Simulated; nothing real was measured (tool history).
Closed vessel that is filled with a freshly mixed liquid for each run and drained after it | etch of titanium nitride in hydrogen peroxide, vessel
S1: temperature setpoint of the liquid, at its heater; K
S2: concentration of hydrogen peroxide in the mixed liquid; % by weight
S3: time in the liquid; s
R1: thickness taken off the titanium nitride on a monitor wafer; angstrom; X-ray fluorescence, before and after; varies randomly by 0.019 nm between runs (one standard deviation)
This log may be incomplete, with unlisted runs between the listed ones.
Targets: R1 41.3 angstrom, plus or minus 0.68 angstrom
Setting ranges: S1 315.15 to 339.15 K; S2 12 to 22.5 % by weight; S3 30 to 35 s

{"run": 1, "hour": 0.0, "S1": 331.15, "S2": 15.5, "S3": 35, "R1": 27.124}
{"run": 2, "hour": 3.9, "S1": 332.65, "S2": 15.5, "S3": 35, "R1": 30.082}
{"run": 3, "hour": 8.3, "S1": 328.15, "S2": 15.5, "S3": 35, "R1": 22.081}
{"run": 4, "hour": 12.3, "S1": 330.15, "S2": 15.5, "S3": 35, "R1": 25.414}
{"run": 5, "hour": 18.6, "S1": 325.15, "S2": 15.5, "S3": 35, "R1": 17.62}
{"run": 6, "hour": 26.2, "S1": 320.65, "S2": 15.5, "S3": 35, "R1": 12.762}
{"hour": 33.8, "done": "thermometer replaced"}
{"run": 7, "hour": 33.8, "S1": 320.65, "S2": 15.5, "S3": 35, "R1": 15.203}
{"run": 8, "hour": 38.7, "S1": 328.65, "S2": 15.5, "S3": 35, "R1": 26.819}
{"run": 9, "hour": 43.4, "S1": 329.65, "S2": 15.5, "S3": 35, "R1": 28.921}
{"run": 10, "hour": 44.5, "S1": 330.65, "S2": 15.5, "S3": 35, "R1": 30.77}
{"run": 11, "hour": 50.2, "S1": 331.65, "S2": 15.5, "S3": 35, "R1": 32.896}
{"run": 12, "hour": 56.0, "S1": 332.15, "S2": 15.5, "S3": 35, "R1": 34.24}
{"run": 13, "hour": 60.0, "S1": 332.65, "S2": 15.5, "S3": 35, "R1": 35.135}
{"run": 14, "hour": 63.8, "S1": 332.65, "S2": 15.5, "S3": 35, "R1": 35.394}
{"run": 15, "hour": 67.6, "S1": 333.15, "S2": 15.5, "S3": 35, "R1": 36.556}

Which of these 4 next moves meets every target?
{"run": "A", "hour": 71.4, "S1": 333.65, "S2": 13, "S3": 30, "R1": "?"}
{"run": "B", "hour": 71.4, "S1": 335.65, "S2": 16, "S3": 30, "R1": "?"}
{"run": "C", "hour": 71.4, "S1": 330.65, "S2": 16, "S3": 35, "R1": "?"}
{"run": "D", "hour": 71.4, "S1": 337.65, "S2": 13.5, "S3": 30, "R1": "?"}

move=A R1=31.436
move=B R1=37.573
move=C R1=31.206
move=D R1=41.416
A: its largest miss is bigger than the last run's
B: an improvement on the last run, though not all results are within tolerance
C: its largest miss is bigger than the last run's
D: every result within its allowed miss
So the answer is move D, the one that meets all the targets.

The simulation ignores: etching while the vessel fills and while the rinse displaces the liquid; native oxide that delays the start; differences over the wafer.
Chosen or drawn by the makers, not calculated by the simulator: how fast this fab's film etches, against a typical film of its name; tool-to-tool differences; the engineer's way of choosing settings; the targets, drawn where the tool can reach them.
